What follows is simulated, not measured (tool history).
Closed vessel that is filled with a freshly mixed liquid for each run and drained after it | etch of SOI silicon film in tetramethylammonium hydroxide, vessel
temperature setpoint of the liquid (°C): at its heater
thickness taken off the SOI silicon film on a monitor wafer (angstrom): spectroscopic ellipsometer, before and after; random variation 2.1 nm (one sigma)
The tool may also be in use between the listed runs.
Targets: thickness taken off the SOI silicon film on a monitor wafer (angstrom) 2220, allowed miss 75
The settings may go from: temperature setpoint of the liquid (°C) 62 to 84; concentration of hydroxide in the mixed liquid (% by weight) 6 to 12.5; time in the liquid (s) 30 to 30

run,hour,temperature setpoint of the liquid (°C),concentration of hydroxide in the mixed liquid (% by weight),time in the liquid (s),thickness taken off the SOI silicon film on a monitor wafer (angstrom)
1,0,75,8.5,30,2789.1
2,4.8,75,9.5,30,2670.1
3,11.6,75,9.5,30,2645.8
4,15.5,74.5,9.5,30,2592.5
5,24.1,74,9.5,30,2524.7
6,32.4,78.5,9.5,30,3281.7
7,38.9,78,9.5,30,3147.2
8,40.1,77.5,9.5,30,3084.3
9,44.2,71,9.5,30,2087.5

Which of these 5 next moves meets every target?
A,48.3,72,9.5,30,?
B,48.3,69.5,9.5,30,?
C,48.3,72.5,8.5,30,?
D,48.3,72,12,30,?
E,48.3,70.5,10,30,?

move,thickness taken off the SOI silicon film on a monitor wafer (angstrom)
A,2253.2
B,1946.8
C,2415.1
D,2066.8
E,2022
A: meets every target
B: further off than the last run
C: takes the result that was furthest off past its target
D: further off than the last run
E: further off than the last run
Answer: A
